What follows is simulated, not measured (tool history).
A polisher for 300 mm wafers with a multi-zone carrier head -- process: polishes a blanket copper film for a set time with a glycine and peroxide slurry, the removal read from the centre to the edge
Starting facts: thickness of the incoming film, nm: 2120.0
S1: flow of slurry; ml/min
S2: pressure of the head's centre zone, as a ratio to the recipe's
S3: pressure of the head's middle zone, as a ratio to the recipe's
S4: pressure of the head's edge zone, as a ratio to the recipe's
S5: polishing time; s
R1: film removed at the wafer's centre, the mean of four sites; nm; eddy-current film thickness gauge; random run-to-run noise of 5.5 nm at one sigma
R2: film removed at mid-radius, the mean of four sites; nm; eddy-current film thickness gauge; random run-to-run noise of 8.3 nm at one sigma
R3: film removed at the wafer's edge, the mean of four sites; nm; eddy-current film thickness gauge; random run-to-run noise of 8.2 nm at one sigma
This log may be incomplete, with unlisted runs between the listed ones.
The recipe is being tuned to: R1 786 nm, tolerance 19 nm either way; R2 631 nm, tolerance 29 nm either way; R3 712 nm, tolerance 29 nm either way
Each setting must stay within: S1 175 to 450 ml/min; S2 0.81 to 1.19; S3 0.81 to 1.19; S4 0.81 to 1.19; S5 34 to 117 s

run  hour   S1    S2    S3    S4  S5      R1      R2      R3
  1     0  290     1     1     1  75  460.71  467.81  468.14
  2   8.3  290     1  1.08     1  75  466.21  501.25  462.49
  3  11.7  290     1  1.11     1  75  461.91  507.28   471.2
  4  16.5  290     1  1.11     1  65  397.66  451.98  409.13
  5  24.1  295  1.02  1.09  1.02  70  446.36  471.52  448.97
  6  26.3  295  1.02  1.09  1.07  70  446.98   476.2   451.6
  7  30.5  315  1.12  0.99  1.13  91  648.05  572.75  609.55
  8  37.2  320  1.13  0.98  1.14  92  660.64  572.93  614.62
  9  44.7  320  1.14  0.97  1.15  93  662.58  572.24  629.55
 10  47.6  325  1.15  0.97  1.15  94     689  580.08  647.25
     52.1  -- slurry nozzle cleaned
 11  52.1  330  1.16  0.97  1.15  95  756.79  633.71  663.95

Pick the move, out of 5, that brings all results within their allowed miss; only one does.
  A  56.6  270  1.15     1  1.18   92   ?   ?   ?
  B  56.6  305  1.03  0.92  1.18  102   ?   ?   ?
  C  56.6  290  1.09  0.92  1.19  102   ?   ?   ?
  D  56.6  365  1.17  0.94  1.18   98   ?   ?   ?
  E  56.6  425  1.14  1.04  1.07   88   ?   ?   ?

move      R1      R2      R3
   A  697.68     604  670.21
   B  702.46  633.44  751.68
   C  739.22   629.8  751.88
   D  781.94  629.73  731.51
   E  693.52  623.32  629.79
A: its largest miss is bigger than the last run's
B: takes the result that was furthest off past its target
C: takes the result that was furthest off past its target
D: all results land within tolerance of their targets
E: its largest miss is bigger than the last run's
Correct choice: D, which meets every target
